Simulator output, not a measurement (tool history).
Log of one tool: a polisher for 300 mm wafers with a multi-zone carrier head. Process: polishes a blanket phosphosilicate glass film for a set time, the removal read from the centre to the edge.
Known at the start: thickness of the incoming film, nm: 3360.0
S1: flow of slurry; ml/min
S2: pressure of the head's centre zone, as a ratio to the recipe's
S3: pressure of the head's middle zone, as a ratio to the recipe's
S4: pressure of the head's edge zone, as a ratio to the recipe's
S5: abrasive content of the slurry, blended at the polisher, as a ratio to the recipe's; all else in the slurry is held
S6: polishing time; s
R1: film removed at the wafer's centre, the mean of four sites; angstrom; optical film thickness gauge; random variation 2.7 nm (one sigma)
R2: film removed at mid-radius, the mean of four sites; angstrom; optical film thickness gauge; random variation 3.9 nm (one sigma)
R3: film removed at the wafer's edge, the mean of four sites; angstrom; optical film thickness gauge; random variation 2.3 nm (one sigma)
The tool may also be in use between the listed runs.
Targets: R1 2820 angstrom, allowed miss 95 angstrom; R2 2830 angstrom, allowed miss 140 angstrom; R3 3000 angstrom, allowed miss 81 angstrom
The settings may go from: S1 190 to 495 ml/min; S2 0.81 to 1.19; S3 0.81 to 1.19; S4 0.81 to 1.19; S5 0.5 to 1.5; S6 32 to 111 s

run  hour   S1    S2    S3    S4    S5  S6      R1      R2      R3
  1     0  320     1     1     1     1  71  6599.9  6785.1  6907.7
  2   7.8  320     1  0.93     1     1  71    6654  6420.9  6788.3
  3   9.3  310  0.97   0.9  0.97  0.85  61  5083.5  5025.9  5381.5
  4  10.6  310  0.97  0.84  0.97  0.85  61  5161.3  4657.5  5406.4
  5  15.2  305  0.96  0.84  0.93  0.75  54    4291  3958.1  4439.4
  6  20.3  305  0.96  0.84  0.93  0.75  70  5506.1  4958.1  5789.3
  7  25.4  300  0.94  0.84   0.9   0.7  61  4609.3  4371.1  4752.9
  8  29.2  295  0.93  0.83   0.9  0.65  55  3952.1  3554.3  4156.9
  9  36.5  300  0.87  0.93  0.81   0.5  39    2353  2510.7    2482
 10  41.5  305  0.89  0.93  0.85   0.5  39  2372.4  2496.7    2557
 11  50.1  305  0.91  0.93  0.88  0.55  39  2520.7  2698.6  2681.1
     52.7  -- worn pad replaced by a new one
 12  52.7  305  0.91  0.93  0.88  0.55  39  2794.9  2860.8  2883.7

Which of these 4 next moves meets every target?
  A  55.3  230  0.92  0.89  0.87  0.75  36   ?   ?   ?
  B  55.3  395  0.96  0.96  0.85  0.65  34   ?   ?   ?
  C  55.3  350   0.9  0.97  0.86  0.55  40   ?   ?   ?
  D  55.3  330  0.99  1.06  0.81  0.75  34   ?   ?   ?

move      R1      R2      R3
   A  2822.7  2875.3  3004.5
   B  2785.4  2881.4  2755.5
   C    2825  3139.5  2997.7
   D  3004.9  3284.4  2834.5
A: meets every target
B: further off than the last run
C: brings the result that was furthest off to its target, and leaves another outside
D: further off than the last run
The right move is A.
